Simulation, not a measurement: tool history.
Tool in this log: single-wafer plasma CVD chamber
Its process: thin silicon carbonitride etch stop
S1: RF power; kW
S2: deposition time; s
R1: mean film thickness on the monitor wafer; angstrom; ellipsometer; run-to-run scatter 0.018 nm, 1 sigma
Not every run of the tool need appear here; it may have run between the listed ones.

run,hour,S1,S2,R1
1,0,0.245,7.08,42.654
2,5,0.28,7.08,45.173
3,11.8,0.28,6.52,41.407
4,17.5,0.245,6.52,39.632
5,25.9,0.245,7.22,44.18
6,29.9,0.245,7.87,47.657
7,31.4,0.24,7.66,46.174
8,39,0.235,7.48,44.525
9,44.5,0.23,7.33,43.603
10,46.9,0.23,7.33,42.776
11,55.4,0.23,7.33,43.008
12,58,0.225,7.22,42.146

For run 13, what comes out?
13,61,0.22,7.12,?

R1: 41.205 angstrom

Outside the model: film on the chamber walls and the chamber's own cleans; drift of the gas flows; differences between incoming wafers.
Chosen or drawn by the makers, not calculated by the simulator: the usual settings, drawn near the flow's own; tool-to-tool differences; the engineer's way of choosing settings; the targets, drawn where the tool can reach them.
